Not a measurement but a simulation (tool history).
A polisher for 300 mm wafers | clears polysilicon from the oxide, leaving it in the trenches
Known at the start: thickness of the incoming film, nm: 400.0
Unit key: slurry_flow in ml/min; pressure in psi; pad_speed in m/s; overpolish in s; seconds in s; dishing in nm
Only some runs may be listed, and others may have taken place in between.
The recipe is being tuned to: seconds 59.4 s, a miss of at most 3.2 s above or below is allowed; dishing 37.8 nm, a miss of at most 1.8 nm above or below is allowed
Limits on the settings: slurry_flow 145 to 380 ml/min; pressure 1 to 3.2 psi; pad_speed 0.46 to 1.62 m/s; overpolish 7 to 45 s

run	hour	slurry_flow	pressure	pad_speed	overpolish	seconds	dishing
1	0	245	2.1	1.04	23	33.332	54.055
2	5.8	300	2.1	1.04	23	32.419	53.421
3	12.1	325	1.8	0.98	18	39.834	51.715
4	18.4	325	1.8	0.98	27	39.553	53.4
5	23.1	340	1.6	0.98	21	43.799	52.749
6	26.9	350	1.7	0.82	17	50.198	49.734
7	29.2	360	1.8	0.72	14	53.194	45.777
8	32.7	365	1.9	0.64	12	56.323	41.103
9	35.3	375	2	0.56	7	60.457	30.778
10	36	375	1.9	0.6	8	59.443	33.851

4 next moves are on the table. One of them brings every result within its allowed miss. Which?
A	36.7	345	1.8	0.56	11	?	?
B	36.7	380	1.4	0.82	10	?	?
C	36.7	340	1.9	0.66	11	?	?
D	36.7	360	2.2	0.6	7	?	?

move	seconds	dishing
A	66.503	37.384
B	58.42	38.063
C	54.06	41.399
D	51.132	33.596
A: puts the biggest miss on target and leaves a different result outside tolerance
B: in spec on every target
C: moves the result that the last run missed by most past its target, out the other side
D: its largest miss is bigger than the last run's
Move B is the one to make.
